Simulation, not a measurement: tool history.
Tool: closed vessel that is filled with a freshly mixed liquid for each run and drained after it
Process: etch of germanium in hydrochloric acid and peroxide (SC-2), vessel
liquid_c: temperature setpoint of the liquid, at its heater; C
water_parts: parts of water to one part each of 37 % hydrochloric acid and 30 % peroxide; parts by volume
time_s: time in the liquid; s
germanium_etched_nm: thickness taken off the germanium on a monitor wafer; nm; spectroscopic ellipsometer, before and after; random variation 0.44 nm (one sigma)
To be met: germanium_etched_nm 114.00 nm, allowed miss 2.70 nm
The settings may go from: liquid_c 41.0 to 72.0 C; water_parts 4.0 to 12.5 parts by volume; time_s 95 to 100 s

{"run": 1, "day": 0.0, "liquid_c": 57.0, "water_parts": 7.0, "time_s": 95, "germanium_etched_nm": 170.85}
{"run": 2, "day": 0.117, "liquid_c": 57.0, "water_parts": 7.0, "time_s": 95, "germanium_etched_nm": 171.97}
{"run": 3, "day": 0.283, "liquid_c": 62.5, "water_parts": 7.0, "time_s": 95, "germanium_etched_nm": 201.52}
{"run": 4, "day": 0.583, "liquid_c": 62.5, "water_parts": 7.0, "time_s": 95, "germanium_etched_nm": 202.04}
{"day": 0.9, "done": "new drum of peroxide connected"}
{"run": 5, "day": 0.9, "liquid_c": 59.5, "water_parts": 7.0, "time_s": 95, "germanium_etched_nm": 186.69}
{"run": 6, "day": 0.925, "liquid_c": 56.5, "water_parts": 7.0, "time_s": 95, "germanium_etched_nm": 169.49}
{"run": 7, "day": 0.983, "liquid_c": 54.0, "water_parts": 7.0, "time_s": 95, "germanium_etched_nm": 156.4}
{"run": 8, "day": 1.162, "liquid_c": 54.0, "water_parts": 7.0, "time_s": 95, "germanium_etched_nm": 156.71}
{"run": 9, "day": 1.538, "liquid_c": 52.0, "water_parts": 7.0, "time_s": 95, "germanium_etched_nm": 148.49}
{"run": 10, "day": 1.662, "liquid_c": 50.5, "water_parts": 7.0, "time_s": 95, "germanium_etched_nm": 140.14}
{"run": 11, "day": 1.775, "liquid_c": 50.5, "water_parts": 7.0, "time_s": 95, "germanium_etched_nm": 140.96}
{"run": 12, "day": 2.067, "liquid_c": 49.5, "water_parts": 7.0, "time_s": 95, "germanium_etched_nm": 136.17}
{"run": 13, "day": 2.238, "liquid_c": 48.5, "water_parts": 7.0, "time_s": 95, "germanium_etched_nm": 131.76}
{"run": 14, "day": 2.554, "liquid_c": 48.5, "water_parts": 7.0, "time_s": 95, "germanium_etched_nm": 131.28}
{"run": 15, "day": 2.921, "liquid_c": 47.5, "water_parts": 7.0, "time_s": 95, "germanium_etched_nm": 127.62}
{"run": 16, "day": 2.983, "liquid_c": 47.0, "water_parts": 7.0, "time_s": 95, "germanium_etched_nm": 126.44}
{"run": 17, "day": 3.179, "liquid_c": 47.0, "water_parts": 7.0, "time_s": 95, "germanium_etched_nm": 125.56}
{"run": 18, "day": 3.392, "liquid_c": 46.5, "water_parts": 7.0, "time_s": 95, "germanium_etched_nm": 124.51}
{"run": 19, "day": 3.758, "liquid_c": 46.0, "water_parts": 7.0, "time_s": 95, "germanium_etched_nm": 121.91}

Which of these 4 next moves meets every target?
{"run": "A", "day": 4.125, "liquid_c": 46.0, "water_parts": 6.0, "time_s": 100, "germanium_etched_nm": "?"}
{"run": "B", "day": 4.125, "liquid_c": 45.5, "water_parts": 6.5, "time_s": 100, "germanium_etched_nm": "?"}
{"run": "C", "day": 4.125, "liquid_c": 47.0, "water_parts": 8.5, "time_s": 100, "germanium_etched_nm": "?"}
{"run": "D", "day": 4.125, "liquid_c": 44.0, "water_parts": 8.0, "time_s": 95, "germanium_etched_nm": "?"}

move=A germanium_etched_nm=129.61
move=B germanium_etched_nm=127.09
move=C germanium_etched_nm=131.46
move=D germanium_etched_nm=113.68
A: further off than the last run
B: further off than the last run
C: further off than the last run
D: meets every target
Move D is the one to make.
